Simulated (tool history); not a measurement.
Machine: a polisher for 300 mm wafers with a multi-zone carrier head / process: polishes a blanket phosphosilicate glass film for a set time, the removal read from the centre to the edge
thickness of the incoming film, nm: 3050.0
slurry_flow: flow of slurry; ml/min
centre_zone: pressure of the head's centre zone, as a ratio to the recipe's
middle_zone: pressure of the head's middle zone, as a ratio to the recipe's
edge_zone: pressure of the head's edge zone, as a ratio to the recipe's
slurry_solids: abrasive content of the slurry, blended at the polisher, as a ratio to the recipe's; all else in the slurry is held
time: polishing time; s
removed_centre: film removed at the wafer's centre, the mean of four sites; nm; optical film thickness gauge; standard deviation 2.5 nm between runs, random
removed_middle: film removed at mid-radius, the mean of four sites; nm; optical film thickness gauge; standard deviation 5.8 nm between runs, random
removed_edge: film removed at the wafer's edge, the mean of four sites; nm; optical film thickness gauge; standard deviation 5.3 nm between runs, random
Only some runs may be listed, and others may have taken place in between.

| run | day | slurry_flow | centre_zone | middle_zone | edge_zone | slurry_solids | time | removed_centre | removed_middle | removed_edge |
|---|---|---|---|---|---|---|---|---|---|---|
| 1 | 0.000 | 165 | 1.00 | 1.00 | 1.00 | 1.00 | 46 | 549.20 | 568.50 | 545.52 |
| 2 | 0.117 | 165 | 1.00 | 1.00 | 1.00 | 1.00 | 55 | 663.41 | 668.71 | 670.19 |
| 3 | 0.167 | 165 | 0.99 | 1.00 | 0.98 | 0.95 | 54 | 636.32 | 633.86 | 625.22 |
| 4 | 0.229 | 160 | 0.97 | 1.01 | 0.97 | 0.90 | 53 | 581.87 | 601.83 | 604.15 |
| 5 | 0.462 | 160 | 0.97 | 1.01 | 0.97 | 1.00 | 53 | 609.59 | 634.12 | 630.07 |
| 6 | 0.804 | 165 | 0.96 | 1.02 | 0.95 | 0.95 | 52 | 589.81 | 631.08 | 582.34 |
| 7 | 1.025 | 165 | 0.95 | 1.01 | 0.94 | 0.90 | 52 | 562.94 | 603.90 | 574.49 |
| 8 | 1.154 | 170 | 0.94 | 1.00 | 0.93 | 0.85 | 51 | 539.68 | 573.26 | 559.18 |
| 9 | 1.242 | 125 | 0.94 | 1.09 | 0.83 | 0.60 | 44 | 373.99 | 435.55 | 373.55 |
| 10 | 1.604 | 125 | 0.94 | 1.09 | 0.84 | 0.60 | 44 | 370.38 | 434.19 | 378.04 |

Forecast run 11:
| 11 | 1.971 | 125 | 0.94 | 1.09 | 0.84 | 0.60 | 44 | ? | ? | ? |

{"run 11": {"removed_centre": 374.07, "removed_middle": 430.47, "removed_edge": 367.4}}
